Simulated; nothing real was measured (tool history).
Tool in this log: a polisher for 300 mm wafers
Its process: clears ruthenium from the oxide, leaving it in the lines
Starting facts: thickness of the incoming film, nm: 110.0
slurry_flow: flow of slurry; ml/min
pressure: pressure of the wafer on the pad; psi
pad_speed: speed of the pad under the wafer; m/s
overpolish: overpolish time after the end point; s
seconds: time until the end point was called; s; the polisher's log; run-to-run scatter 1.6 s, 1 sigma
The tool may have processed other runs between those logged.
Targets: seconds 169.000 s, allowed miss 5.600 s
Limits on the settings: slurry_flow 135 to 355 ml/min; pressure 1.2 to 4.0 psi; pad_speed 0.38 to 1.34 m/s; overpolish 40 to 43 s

| run | hour | slurry_flow | pressure | pad_speed | overpolish | seconds |
|---|---|---|---|---|---|---|
| 1 | 0.0 | 225 | 2.6 | 0.86 | 40 | 109.460 |
| 2 | 2.8 | 225 | 2.4 | 0.86 | 40 | 115.530 |
| 3 | 10.6 | 225 | 2.2 | 0.86 | 40 | 125.410 |
| 4 | 15.1 | 225 | 2.1 | 0.86 | 40 | 128.900 |
| 5 | 19.2 | 170 | 2.1 | 0.86 | 40 | 131.670 |
| 6 | 27.9 | 170 | 2.1 | 1.02 | 40 | 112.440 |
| 7 | 29.8 | 170 | 1.9 | 1.00 | 40 | 122.280 |
| 8 | 34.9 | 170 | 1.8 | 0.98 | 40 | 129.940 |

Which one of the following 5 next-run settings gets every result inside its allowed miss? There is exactly one.
| A | 40.0 | 180 | 2.5 | 0.92 | 42 | ? |
| B | 40.0 | 135 | 1.2 | 0.94 | 42 | ? |
| C | 40.0 | 175 | 1.2 | 1.00 | 40 | ? |
| D | 40.0 | 145 | 2.4 | 0.86 | 43 | ? |
| E | 40.0 | 200 | 2.2 | 1.20 | 40 | ? |

| move | seconds |
|---|---|
| A | 106.070 |
| B | 181.100 |
| C | 166.130 |
| D | 119.460 |
| E | 89.516 |
A: moves away from the targets compared with the last run
B: takes the result that was furthest off past its target
C: all results in spec
D: moves away from the targets compared with the last run
E: moves away from the targets compared with the last run
C is the move that brings every result within its allowed miss.
